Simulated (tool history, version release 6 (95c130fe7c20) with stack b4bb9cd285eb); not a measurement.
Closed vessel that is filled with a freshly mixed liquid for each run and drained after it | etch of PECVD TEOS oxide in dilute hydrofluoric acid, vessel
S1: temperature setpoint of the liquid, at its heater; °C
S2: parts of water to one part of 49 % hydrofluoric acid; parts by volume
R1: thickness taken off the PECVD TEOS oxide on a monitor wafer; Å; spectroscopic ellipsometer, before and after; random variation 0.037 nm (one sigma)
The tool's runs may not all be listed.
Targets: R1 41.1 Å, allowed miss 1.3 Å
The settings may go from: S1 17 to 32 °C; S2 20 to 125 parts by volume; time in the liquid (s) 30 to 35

run 1 hour=0 | S1=24 S2=70 time_in_the_liquid_(s)=35 | R1=63.756
run 2 hour=3.6 | S1=24 S2=70 time_in_the_liquid_(s)=35 | R1=63.522
run 3 hour=6.5 | S1=24 S2=85 time_in_the_liquid_(s)=35 | R1=51.124
run 4 hour=12.9 | S1=23 S2=85 time_in_the_liquid_(s)=35 | R1=49.236
run 5 hour=16.5 | S1=23 S2=65 time_in_the_liquid_(s)=35 | R1=64.878
run 6 hour=24.3 | S1=26.5 S2=65 time_in_the_liquid_(s)=35 | R1=75.998
run 7 hour=30.1 | S1=22.5 S2=80 time_in_the_liquid_(s)=35 | R1=50.621
run 8 hour=36.7 | S1=21.5 S2=80 time_in_the_liquid_(s)=35 | R1=48.941
run 9 hour=44 | S1=21 S2=80 time_in_the_liquid_(s)=35 | R1=48.077

4 next moves are on the table. One of them brings every result within its allowed miss. Which?
run A hour=51.3 | S1=24 S2=90 time_in_the_liquid_(s)=30 | R1=?
run B hour=51.3 | S1=19 S2=80 time_in_the_liquid_(s)=30 | R1=?
run C hour=51.3 | S1=21 S2=85 time_in_the_liquid_(s)=30 | R1=?
run D hour=51.3 | S1=26.5 S2=75 time_in_the_liquid_(s)=30 | R1=?

move=A R1=40.223
move=B R1=37.141
move=C R1=37.84
move=D R1=54.405
A: meets every target
B: takes the result that was furthest off past its target
C: takes the result that was furthest off past its target
D: further off than the last run
The right move is A.
